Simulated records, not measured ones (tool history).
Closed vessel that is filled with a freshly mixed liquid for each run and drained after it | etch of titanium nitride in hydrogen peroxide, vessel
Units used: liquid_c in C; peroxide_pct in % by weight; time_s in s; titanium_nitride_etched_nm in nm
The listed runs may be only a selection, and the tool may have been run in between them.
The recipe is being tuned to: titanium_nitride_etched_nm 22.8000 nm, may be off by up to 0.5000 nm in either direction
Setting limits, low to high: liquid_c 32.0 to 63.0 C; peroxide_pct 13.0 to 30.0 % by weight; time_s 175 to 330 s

run	day	liquid_c	peroxide_pct	time_s	titanium_nitride_etched_nm
1	0.000	47.0	24.0	330	10.3550
2	0.075	42.5	24.0	330	7.3681
3	0.292	42.5	25.5	330	7.4821
4	0.612	42.5	29.5	330	7.6973
5	0.746	42.5	26.5	330	7.5315
6	0.954	45.0	26.5	330	9.0583
7	1.271	47.0	26.5	330	10.5680
8	1.583	55.0	27.0	330	18.8770

Consider the 4 candidate settings below. Which is the only one whose results all fall within their allowed miss of target?
A	1.896	58.0	26.0	330	?
B	1.896	52.0	29.0	330	?
C	1.896	57.0	28.0	330	?
D	1.896	57.0	27.5	330	?

move	titanium_nitride_etched_nm
A	22.8730
B	15.3890
C	21.6980
D	21.6120
A: all results land within tolerance of their targets
B: moves away from the targets compared with the last run
C: gains on the last run, yet a result remains outside its allowed miss
D: gains on the last run, yet a result remains outside its allowed miss
The move that meets every target is A.
